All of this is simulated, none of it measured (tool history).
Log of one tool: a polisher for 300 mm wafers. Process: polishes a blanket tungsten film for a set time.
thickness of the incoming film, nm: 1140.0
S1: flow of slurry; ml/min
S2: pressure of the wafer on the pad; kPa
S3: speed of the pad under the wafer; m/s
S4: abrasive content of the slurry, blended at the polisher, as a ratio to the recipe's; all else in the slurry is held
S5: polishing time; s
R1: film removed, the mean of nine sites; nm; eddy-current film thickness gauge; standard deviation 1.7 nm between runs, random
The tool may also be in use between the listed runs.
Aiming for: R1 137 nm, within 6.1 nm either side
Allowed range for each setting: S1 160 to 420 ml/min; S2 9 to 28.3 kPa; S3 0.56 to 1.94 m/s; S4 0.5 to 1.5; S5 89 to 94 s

{"run": 1, "hour": 0.0, "S1": 270, "S2": 18.6, "S3": 1.24, "S4": 1, "S5": 89, "R1": 351.37}
{"run": 2, "hour": 1.2, "S1": 265, "S2": 15.2, "S3": 1.06, "S4": 1, "S5": 89, "R1": 253.55}
{"run": 3, "hour": 6.5, "S1": 265, "S2": 15.2, "S3": 1.06, "S4": 0.8, "S5": 89, "R1": 235.99}
{"run": 4, "hour": 7.1, "S1": 265, "S2": 15.2, "S3": 0.88, "S4": 0.8, "S5": 89, "R1": 202.51}
{"run": 5, "hour": 15.3, "S1": 235, "S2": 15.2, "S3": 0.88, "S4": 0.8, "S5": 89, "R1": 199.62}
{"hour": 22.3, "done": "head pressure recalibrated"}
{"run": 6, "hour": 22.3, "S1": 235, "S2": 13.1, "S3": 0.86, "S4": 0.8, "S5": 89, "R1": 188.78}
{"run": 7, "hour": 28.7, "S1": 235, "S2": 11.7, "S3": 0.78, "S4": 0.8, "S5": 89, "R1": 154.77}
{"run": 8, "hour": 34.4, "S1": 235, "S2": 11, "S3": 0.78, "S4": 0.8, "S5": 89, "R1": 147.02}

Consider the 5 candidate settings below. Which is the only one whose results all fall within their allowed miss of target?
{"run": "A", "hour": 40.1, "S1": 255, "S2": 11.7, "S3": 0.8, "S4": 0.8, "S5": 91, "R1": "?"}
{"run": "B", "hour": 40.1, "S1": 210, "S2": 13.1, "S3": 0.6, "S4": 0.75, "S5": 91, "R1": "?"}
{"run": "C", "hour": 40.1, "S1": 190, "S2": 11.7, "S3": 0.82, "S4": 1, "S5": 93, "R1": "?"}
{"run": "D", "hour": 40.1, "S1": 160, "S2": 9.7, "S3": 0.9, "S4": 1, "S5": 94, "R1": "?"}
{"run": "E", "hour": 40.1, "S1": 190, "S2": 10.3, "S3": 0.94, "S4": 0.95, "S5": 92, "R1": "?"}

move=A R1=164.7
move=B R1=139.21
move=C R1=174.97
move=D R1=154.06
move=E R1=170.03
A: the biggest miss grows against the last run
B: meets every target
C: the biggest miss grows against the last run
D: the biggest miss grows against the last run
E: the biggest miss grows against the last run
The move that meets every target is B.
